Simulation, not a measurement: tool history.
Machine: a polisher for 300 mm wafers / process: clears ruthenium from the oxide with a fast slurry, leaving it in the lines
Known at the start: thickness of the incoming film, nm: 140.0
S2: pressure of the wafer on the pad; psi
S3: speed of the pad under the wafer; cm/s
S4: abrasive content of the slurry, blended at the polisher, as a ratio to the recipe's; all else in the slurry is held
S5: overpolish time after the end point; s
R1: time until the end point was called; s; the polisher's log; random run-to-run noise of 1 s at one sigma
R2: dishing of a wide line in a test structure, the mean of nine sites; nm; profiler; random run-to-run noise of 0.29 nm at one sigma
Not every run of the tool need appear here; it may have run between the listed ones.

{"run": 1, "hour": 0.0, "flow of slurry (ml/min)": 310, "S2": 2.8, "S3": 96, "S4": 1.0, "S5": 8, "R1": 41.513, "R2": 15.83}
{"run": 2, "hour": 5.1, "flow of slurry (ml/min)": 310, "S2": 2.8, "S3": 96, "S4": 0.85, "S5": 8, "R1": 44.896, "R2": 14.924}
{"run": 3, "hour": 10.9, "flow of slurry (ml/min)": 310, "S2": 2.6, "S3": 96, "S4": 0.85, "S5": 9, "R1": 48.379, "R2": 15.304}
{"run": 4, "hour": 12.9, "flow of slurry (ml/min)": 310, "S2": 3.0, "S3": 96, "S4": 0.85, "S5": 9, "R1": 42.087, "R2": 16.919}
{"run": 5, "hour": 20.7, "flow of slurry (ml/min)": 310, "S2": 2.7, "S3": 96, "S4": 0.85, "S5": 9, "R1": 46.978, "R2": 16.018}
{"run": 6, "hour": 21.2, "flow of slurry (ml/min)": 310, "S2": 2.6, "S3": 96, "S4": 0.85, "S5": 10, "R1": 48.255, "R2": 16.669}

For run 7, what comes out?
{"run": 7, "hour": 25.2, "flow of slurry (ml/min)": 310, "S2": 2.5, "S3": 96, "S4": 0.85, "S5": 11, "R1": "?", "R2": "?"}

Logged for run 7: R1 50.513 s, R2 16.623 nm.
